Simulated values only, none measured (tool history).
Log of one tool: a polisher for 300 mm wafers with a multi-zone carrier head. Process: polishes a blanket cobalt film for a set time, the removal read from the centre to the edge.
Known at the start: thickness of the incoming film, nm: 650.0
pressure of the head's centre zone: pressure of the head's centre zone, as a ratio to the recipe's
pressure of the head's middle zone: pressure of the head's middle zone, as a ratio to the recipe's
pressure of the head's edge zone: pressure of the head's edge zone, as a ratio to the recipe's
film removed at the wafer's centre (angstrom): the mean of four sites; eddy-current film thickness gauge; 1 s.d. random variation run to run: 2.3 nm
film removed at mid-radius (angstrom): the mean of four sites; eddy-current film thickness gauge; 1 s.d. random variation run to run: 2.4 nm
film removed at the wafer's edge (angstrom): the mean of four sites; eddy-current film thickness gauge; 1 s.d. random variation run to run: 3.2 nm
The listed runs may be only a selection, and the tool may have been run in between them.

run,hour,flow of slurry (ml/min),pressure of the head's centre zone,pressure of the head's middle zone,pressure of the head's edge zone,polishing time (s),film removed at the wafer's centre (angstrom),film removed at mid-radius (angstrom),film removed at the wafer's edge (angstrom)
1,0.0,205,1.00,1.00,1.00,31,1815.1,1787.9,1778.6
2,4.2,205,1.00,1.00,1.04,31,1790.9,1791.8,1792.4
3,5.1,175,1.00,1.00,1.04,31,1767.6,1750.5,1766.7
4,10.7,175,1.00,1.00,1.09,31,1760.5,1717.9,1808.7
5,18.5,175,1.00,1.00,1.09,26,1474.5,1449.3,1545.5
6,24.8,175,1.00,1.00,1.04,26,1458.7,1453.8,1468.1
7,31.7,205,1.02,1.05,1.06,30,1755.5,1788.2,1806.5
8,38.8,225,1.05,1.09,1.04,33,2017.0,2025.2,1965.9
9,41.4,225,1.05,1.09,1.04,33,2022.8,2032.7,1928.0
10,46.5,245,1.06,1.12,1.05,36,2224.3,2308.9,2177.9
11,55.3,255,1.08,1.14,1.05,39,2424.5,2551.5,2374.1
12,56.5,265,1.10,1.15,1.05,41,2612.9,2711.1,2438.9

What does the tool deliver on the next run?
13,60.7,270,1.11,1.16,1.07,43,?,?,?

{"run 13": {"film removed at the wafer's centre (angstrom)": 2784.4, "film removed at mid-radius (angstrom)": 2871.3, "film removed at the wafer's edge (angstrom)": 2579.1}}
